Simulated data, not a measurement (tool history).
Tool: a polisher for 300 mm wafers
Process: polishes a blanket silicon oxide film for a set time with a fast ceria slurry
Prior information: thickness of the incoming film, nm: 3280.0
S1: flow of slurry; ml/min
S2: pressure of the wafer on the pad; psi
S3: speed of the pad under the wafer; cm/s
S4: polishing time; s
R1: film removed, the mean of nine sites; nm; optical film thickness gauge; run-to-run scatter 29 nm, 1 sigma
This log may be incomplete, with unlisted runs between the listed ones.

run 1 hour=0.0 | S1=145 S2=2.9 S3=114 S4=81 | R1=1812.6
run 2 hour=6.2 | S1=145 S2=2.9 S3=114 S4=85 | R1=1929.1
run 3 hour=13.9 | S1=145 S2=2.3 S3=114 S4=85 | R1=1538.5
run 4 hour=20.3 | S1=150 S2=2.6 S3=114 S4=85 | R1=1730.2
run 5 hour=26.3 | S1=130 S2=2.6 S3=114 S4=85 | R1=1688.8
run 6 hour=33.5 | S1=135 S2=2.9 S3=114 S4=85 | R1=1909.0
run 7 hour=40.9 | S1=140 S2=3.1 S3=114 S4=85 | R1=2055.6
run 8 hour=41.9 | S1=145 S2=3.3 S3=114 S4=85 | R1=2180.7

What will run 9 give?
run 9 hour=47.2 | S1=145 S2=3.4 S3=114 S4=85 | R1=?

Run 9 came out at R1 2259.4 nm.
